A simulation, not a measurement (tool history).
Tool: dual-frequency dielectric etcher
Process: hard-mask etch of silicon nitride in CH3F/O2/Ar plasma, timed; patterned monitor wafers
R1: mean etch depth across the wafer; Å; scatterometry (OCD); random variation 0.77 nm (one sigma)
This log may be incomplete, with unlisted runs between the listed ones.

Run 1, hour 0: source power (kW) 0.31, bias power (kW) 0.071, etch time (s) 311.5. Result: R1 2004.3 Å.
Run 2, hour 2.5: source power (kW) 0.35, bias power (kW) 0.071, etch time (s) 311.5. Result: R1 2117.1 Å.
Run 3, hour 11.5: source power (kW) 0.35, bias power (kW) 0.06, etch time (s) 311.5. Result: R1 2011.4 Å.
Run 4, hour 19: source power (kW) 0.35, bias power (kW) 0.069, etch time (s) 311.5. Result: R1 2095.8 Å.
Run 5, hour 27.8: source power (kW) 0.35, bias power (kW) 0.069, etch time (s) 324.5. Result: R1 2191.6 Å.
Run 6, hour 34.5: source power (kW) 0.33, bias power (kW) 0.068, etch time (s) 324.5. Result: R1 2127.2 Å.

Predict the results of run 7:
Run 7, hour 41.3: source power (kW) 0.31, bias power (kW) 0.068, etch time (s) 324.5. Result: R1 ?.

R1: 2065.9 Å
